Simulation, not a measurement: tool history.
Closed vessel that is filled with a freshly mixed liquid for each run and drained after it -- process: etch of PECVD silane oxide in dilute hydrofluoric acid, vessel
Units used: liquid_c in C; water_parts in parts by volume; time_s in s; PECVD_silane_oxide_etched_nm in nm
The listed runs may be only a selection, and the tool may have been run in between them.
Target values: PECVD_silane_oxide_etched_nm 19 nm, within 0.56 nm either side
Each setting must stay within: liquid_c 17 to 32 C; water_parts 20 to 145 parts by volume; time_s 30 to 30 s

run 1 hour=0 | liquid_c=24 water_parts=80 time_s=30 | PECVD_silane_oxide_etched_nm=8.8006
run 2 hour=6.3 | liquid_c=25.5 water_parts=70 time_s=30 | PECVD_silane_oxide_etched_nm=10.678
run 3 hour=14.5 | liquid_c=27 water_parts=65 time_s=30 | PECVD_silane_oxide_etched_nm=12.216
run 4 hour=17.5 | liquid_c=28 water_parts=65 time_s=30 | PECVD_silane_oxide_etched_nm=12.735
run 5 hour=20.1 | liquid_c=28 water_parts=65 time_s=30 | PECVD_silane_oxide_etched_nm=12.851
run 6 hour=21.2 | liquid_c=29 water_parts=60 time_s=30 | PECVD_silane_oxide_etched_nm=14.741
run 7 hour=29.9 | liquid_c=29 water_parts=60 time_s=30 | PECVD_silane_oxide_etched_nm=14.716
run 8 hour=36 | liquid_c=29.5 water_parts=60 time_s=30 | PECVD_silane_oxide_etched_nm=14.884
run 9 hour=39 | liquid_c=30 water_parts=60 time_s=30 | PECVD_silane_oxide_etched_nm=15.202
run 10 hour=43.9 | liquid_c=32 water_parts=45 time_s=30 | PECVD_silane_oxide_etched_nm=22.312
run 11 hour=46.7 | liquid_c=31.5 water_parts=45 time_s=30 | PECVD_silane_oxide_etched_nm=21.928

Below are 5 possible settings for the next run. Only one of them brings all results inside the allowed miss of their targets. Which is it?
run A hour=49.5 | liquid_c=30.5 water_parts=50 time_s=30 | PECVD_silane_oxide_etched_nm=?
run B hour=49.5 | liquid_c=31.5 water_parts=55 time_s=30 | PECVD_silane_oxide_etched_nm=?
run C hour=49.5 | liquid_c=29.5 water_parts=50 time_s=30 | PECVD_silane_oxide_etched_nm=?
run D hour=49.5 | liquid_c=31 water_parts=55 time_s=30 | PECVD_silane_oxide_etched_nm=?
run E hour=49.5 | liquid_c=29 water_parts=50 time_s=30 | PECVD_silane_oxide_etched_nm=?

move=A PECVD_silane_oxide_etched_nm=18.786
move=B PECVD_silane_oxide_etched_nm=17.615
move=C PECVD_silane_oxide_etched_nm=18.063
move=D PECVD_silane_oxide_etched_nm=17.278
move=E PECVD_silane_oxide_etched_nm=17.71
A: in spec on every target
B: pushes the last run's worst result past its target
C: pushes the last run's worst result past its target
D: pushes the last run's worst result past its target
E: pushes the last run's worst result past its target
A meets every target.

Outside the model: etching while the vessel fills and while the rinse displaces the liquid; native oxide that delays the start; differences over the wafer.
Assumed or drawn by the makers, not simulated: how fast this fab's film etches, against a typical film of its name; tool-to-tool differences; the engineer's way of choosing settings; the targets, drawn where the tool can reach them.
